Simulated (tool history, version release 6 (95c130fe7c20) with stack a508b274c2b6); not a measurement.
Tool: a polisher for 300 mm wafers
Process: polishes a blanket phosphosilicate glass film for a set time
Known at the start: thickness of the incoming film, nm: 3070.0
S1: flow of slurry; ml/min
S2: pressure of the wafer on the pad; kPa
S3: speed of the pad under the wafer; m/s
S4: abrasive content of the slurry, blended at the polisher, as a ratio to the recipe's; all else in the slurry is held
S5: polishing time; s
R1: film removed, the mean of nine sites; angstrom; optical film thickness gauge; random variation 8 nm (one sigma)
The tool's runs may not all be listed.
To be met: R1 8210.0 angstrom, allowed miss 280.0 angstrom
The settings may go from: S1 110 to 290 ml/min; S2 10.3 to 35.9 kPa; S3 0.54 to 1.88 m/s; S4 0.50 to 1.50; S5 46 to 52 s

{"run": 1, "day": 0.0, "S1": 185, "S2": 22.8, "S3": 1.2, "S4": 1.0, "S5": 52, "R1": 5042.3}
{"run": 2, "day": 0.225, "S1": 185, "S2": 22.8, "S3": 1.2, "S4": 1.15, "S5": 52, "R1": 5493.5}
{"run": 3, "day": 0.567, "S1": 160, "S2": 22.8, "S3": 1.2, "S4": 1.15, "S5": 52, "R1": 5288.6}
{"run": 4, "day": 0.692, "S1": 180, "S2": 25.5, "S3": 1.2, "S4": 1.15, "S5": 52, "R1": 6014.5}
{"run": 5, "day": 0.762, "S1": 180, "S2": 25.5, "S3": 1.44, "S4": 1.15, "S5": 52, "R1": 6843.5}
{"run": 6, "day": 1.108, "S1": 190, "S2": 26.9, "S3": 1.44, "S4": 1.15, "S5": 52, "R1": 7197.2}
{"run": 7, "day": 1.158, "S1": 195, "S2": 28.3, "S3": 1.44, "S4": 1.15, "S5": 52, "R1": 7648.0}
{"run": 8, "day": 1.521, "S1": 200, "S2": 29.0, "S3": 1.44, "S4": 1.15, "S5": 52, "R1": 8000.4}

5 next moves are on the table. One of them brings every result within its allowed miss. Which?
{"run": "A", "day": 1.883, "S1": 220, "S2": 31.0, "S3": 1.3, "S4": 1.3, "S5": 48, "R1": "?"}
{"run": "B", "day": 1.883, "S1": 215, "S2": 28.3, "S3": 1.48, "S4": 1.1, "S5": 52, "R1": "?"}
{"run": "C", "day": 1.883, "S1": 170, "S2": 33.8, "S3": 1.44, "S4": 1.2, "S5": 47, "R1": "?"}
{"run": "D", "day": 1.883, "S1": 200, "S2": 29.6, "S3": 1.4, "S4": 1.1, "S5": 51, "R1": "?"}
{"run": "E", "day": 1.883, "S1": 250, "S2": 30.3, "S3": 1.4, "S4": 1.2, "S5": 47, "R1": "?"}

move=A R1=7740.3
move=B R1=7810.6
move=C R1=8302.1
move=D R1=7650.6
move=E R1=7667.3
A: further off than the last run
B: further off than the last run
C: meets every target
D: further off than the last run
E: further off than the last run
The right move is C.
